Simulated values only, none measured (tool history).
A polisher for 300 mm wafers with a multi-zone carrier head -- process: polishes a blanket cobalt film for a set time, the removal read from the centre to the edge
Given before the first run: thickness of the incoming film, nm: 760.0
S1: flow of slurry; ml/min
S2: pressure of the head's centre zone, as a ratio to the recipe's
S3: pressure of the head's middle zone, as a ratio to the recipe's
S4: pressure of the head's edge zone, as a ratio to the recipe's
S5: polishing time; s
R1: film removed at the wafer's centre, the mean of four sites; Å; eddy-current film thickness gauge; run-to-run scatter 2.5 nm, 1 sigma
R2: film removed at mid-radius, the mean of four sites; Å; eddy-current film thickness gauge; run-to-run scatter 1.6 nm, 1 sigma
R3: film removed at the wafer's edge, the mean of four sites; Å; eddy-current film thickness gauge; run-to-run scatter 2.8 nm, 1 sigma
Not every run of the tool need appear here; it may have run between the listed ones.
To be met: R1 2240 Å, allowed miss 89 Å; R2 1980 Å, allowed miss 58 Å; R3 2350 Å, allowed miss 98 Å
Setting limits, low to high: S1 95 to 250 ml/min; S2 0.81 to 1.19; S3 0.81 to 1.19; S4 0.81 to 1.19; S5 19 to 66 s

Run 1, hour 0: S1 160 ml/min, S2 1, S3 1, S4 1, S5 42 s. Result: R1 2510.5 Å, R2 2610 Å, R3 2588 Å.
Run 2, hour 6.3: S1 160 ml/min, S2 1, S3 1, S4 1.05, S5 42 s. Result: R1 2476 Å, R2 2559.9 Å, R3 2667 Å.
Run 3, hour 12.3: S1 160 ml/min, S2 0.93, S3 1, S4 1.05, S5 42 s. Result: R1 2383.5 Å, R2 2583.1 Å, R3 2619.3 Å.
Run 4, hour 19.4: S1 180 ml/min, S2 0.93, S3 1, S4 1.05, S5 42 s. Result: R1 2403.4 Å, R2 2670 Å, R3 2733.5 Å.
Run 5, hour 21.7: S1 180 ml/min, S2 0.88, S3 1, S4 1.05, S5 42 s. Result: R1 2272.7 Å, R2 2703.7 Å, R3 2705.8 Å.
Run 6, hour 23.8: S1 170 ml/min, S2 0.89, S3 0.97, S4 1.05, S5 42 s. Result: R1 2271.4 Å, R2 2587.1 Å, R3 2642.7 Å.
Run 7, hour 26.6: S1 125 ml/min, S2 0.99, S3 0.87, S4 1.09, S5 40 s. Result: R1 2248.5 Å, R2 2164.6 Å, R3 2455.3 Å.
Run 8, hour 29.8: S1 120 ml/min, S2 1, S3 0.86, S4 1.09, S5 40 s. Result: R1 2258.4 Å, R2 2081.2 Å, R3 2434.3 Å.
Run 9, hour 31.1: S1 115 ml/min, S2 1, S3 0.86, S4 1.09, S5 40 s. Result: R1 2243.8 Å, R2 2057.1 Å, R3 2422.8 Å.

Next run, 4 choices. One meets every target within its allowed miss, the rest don't. Which?
Run A, hour 32.4: S1 115 ml/min, S2 1.07, S3 0.94, S4 1.1, S5 39 s. Result: R1 ?, R2 ?, R3 ?.
Run B, hour 32.4: S1 120 ml/min, S2 1.03, S3 0.93, S4 1.11, S5 39 s. Result: R1 ?, R2 ?, R3 ?.
Run C, hour 32.4: S1 115 ml/min, S2 1.02, S3 0.82, S4 1.01, S5 40 s. Result: R1 ?, R2 ?, R3 ?.
Run D, hour 32.4: S1 95 ml/min, S2 1.01, S3 0.85, S4 1.05, S5 44 s. Result: R1 ?, R2 ?, R3 ?.

move      R1      R2      R3
   A  2315.9  2151.2  2408.2
   B  2259.6  2160.3  2439.8
   C  2261.7  1995.6  2371.1
   D  2291.4  2116.6  2547.5
A: the biggest miss grows against the last run
B: the biggest miss grows against the last run
C: every result lands within tolerance
D: the biggest miss grows against the last run
So the answer is move C, the one that meets all the targets.

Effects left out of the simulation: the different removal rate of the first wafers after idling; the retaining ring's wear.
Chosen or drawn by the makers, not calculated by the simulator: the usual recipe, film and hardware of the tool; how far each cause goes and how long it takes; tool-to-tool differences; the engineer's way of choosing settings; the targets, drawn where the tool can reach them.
